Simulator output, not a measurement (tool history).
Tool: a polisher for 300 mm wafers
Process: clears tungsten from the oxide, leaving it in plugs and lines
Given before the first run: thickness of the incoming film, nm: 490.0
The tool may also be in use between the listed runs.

run,hour,flow of slurry (ml/min),pressure of the wafer on the pad (psi),speed of the pad under the wafer (m/s),abrasive content of the slurry,overpolish time after the end point (s),time until the end point was called (s)
1,0,235,4.5,1.08,1,26,67.855
2,0.8,185,4.5,1.08,1,26,70.632
3,8.3,185,4.5,1.08,1,27,72.189
4,10.8,185,4.5,1.08,1.15,27,67.833
5,18.3,190,4.8,1.08,1.15,27,64.322
6,24.1,195,5,1.08,1.15,27,62.361
7,31,195,5.2,1.08,1.15,27,59.761
8,40,195,5.2,1.08,1.15,27,60.625
9,44.9,200,5.4,1.08,1.15,27,56.479
10,52.4,205,5.5,1.08,1.15,27,55.305

Run 11 has not been measured yet. What should we expect?
11,55.9,210,5.6,1.08,1.15,27,?

{"run 11": {"time until the end point was called (s)": 53.626}}
